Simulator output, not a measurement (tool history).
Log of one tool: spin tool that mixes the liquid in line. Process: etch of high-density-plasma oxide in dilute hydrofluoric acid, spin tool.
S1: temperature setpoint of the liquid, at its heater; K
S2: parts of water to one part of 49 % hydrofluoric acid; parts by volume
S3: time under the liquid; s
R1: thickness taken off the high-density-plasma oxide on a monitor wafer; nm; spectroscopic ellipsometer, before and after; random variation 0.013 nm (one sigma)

run,hour,S1,S2,S3,R1
1,0.0,297.15,180,30,1.0101
2,6.7,299.65,150,30,1.3834
3,13.0,301.65,135,30,1.6669
4,21.4,302.65,125,30,1.9213
5,24.5,302.65,165,30,1.3774
6,27.8,304.65,165,30,1.4769
7,30.9,304.65,145,30,1.7397
8,37.1,305.15,105,30,2.5905

Forecast run 9:
9,42.9,304.15,105,30,?

R1: 2.4554 nm
